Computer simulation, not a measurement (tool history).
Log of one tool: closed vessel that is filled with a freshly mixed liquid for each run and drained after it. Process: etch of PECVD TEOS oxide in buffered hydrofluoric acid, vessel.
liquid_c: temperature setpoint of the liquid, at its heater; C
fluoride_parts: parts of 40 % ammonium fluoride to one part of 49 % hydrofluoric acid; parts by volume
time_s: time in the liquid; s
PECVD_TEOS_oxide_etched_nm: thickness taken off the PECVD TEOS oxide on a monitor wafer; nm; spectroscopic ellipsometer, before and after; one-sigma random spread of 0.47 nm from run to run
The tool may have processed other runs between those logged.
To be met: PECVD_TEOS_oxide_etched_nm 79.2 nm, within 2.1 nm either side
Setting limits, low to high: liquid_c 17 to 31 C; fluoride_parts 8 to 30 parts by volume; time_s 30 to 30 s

| run | hour | liquid_c | fluoride_parts | time_s | PECVD_TEOS_oxide_etched_nm |
|---|---|---|---|---|---|
| 1 | 0 | 23 | 22.5 | 30 | 37.351 |
| 2 | 5.9 | 26 | 22.5 | 30 | 44.043 |
| 3 | 9.6 | 27 | 20.5 | 30 | 49.717 |
| 4 | 10.8 | 27 | 20.5 | 30 | 49.876 |
| 5 | 15.3 | 27 | 18 | 30 | 56.222 |
| 6 | 22.5 | 25.5 | 18 | 30 | 51.521 |
| 7 | 31 | 26.5 | 17 | 30 | 57.431 |
| 8 | 38.2 | 27.5 | 16.5 | 30 | 62.128 |

Which one of the following 4 next-run settings gets every result inside its allowed miss? There is exactly one.
| A | 45.4 | 28 | 12.5 | 30 | ? |
| B | 45.4 | 29 | 12 | 30 | ? |
| C | 45.4 | 27.5 | 11.5 | 30 | ? |
| D | 45.4 | 25.5 | 11.5 | 30 | ? |

| move | PECVD_TEOS_oxide_etched_nm |
|---|---|
| A | 83.815 |
| B | 91.972 |
| C | 88.535 |
| D | 79.524 |
A: takes the result that was furthest off past its target
B: takes the result that was furthest off past its target
C: takes the result that was furthest off past its target
D: every result lands within tolerance
The right move is D.

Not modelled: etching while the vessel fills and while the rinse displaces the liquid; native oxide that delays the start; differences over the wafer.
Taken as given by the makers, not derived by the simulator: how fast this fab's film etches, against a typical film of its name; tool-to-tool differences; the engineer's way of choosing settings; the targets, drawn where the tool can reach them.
